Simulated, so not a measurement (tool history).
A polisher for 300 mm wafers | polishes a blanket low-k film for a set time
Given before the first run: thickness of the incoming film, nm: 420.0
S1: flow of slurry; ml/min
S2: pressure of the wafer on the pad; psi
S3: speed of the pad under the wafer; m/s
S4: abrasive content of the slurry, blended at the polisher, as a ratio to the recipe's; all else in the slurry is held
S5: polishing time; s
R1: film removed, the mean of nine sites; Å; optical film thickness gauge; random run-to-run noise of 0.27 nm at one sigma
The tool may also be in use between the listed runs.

run,hour,S1,S2,S3,S4,S5,R1
1,0.0,175,1.7,1.18,1.0,108,426.10
2,4.4,200,1.7,1.18,1.0,108,433.10
3,8.5,200,1.4,1.14,1.0,108,343.77
4,9.4,200,1.2,1.14,1.0,108,301.14
5,13.1,200,1.1,1.14,1.0,108,276.12
6,15.3,200,1.1,1.14,1.0,108,281.57
7,19.1,200,1.0,1.14,1.0,108,251.04
8,22.2,195,1.0,1.14,1.0,108,254.32
9,27.9,190,1.0,1.14,1.0,108,251.02

Run 10, settings as shown, results not yet in. Your forecast:
10,30.5,180,1.0,1.14,1.0,108,?

Logged for run 10: R1 244.37 Å.
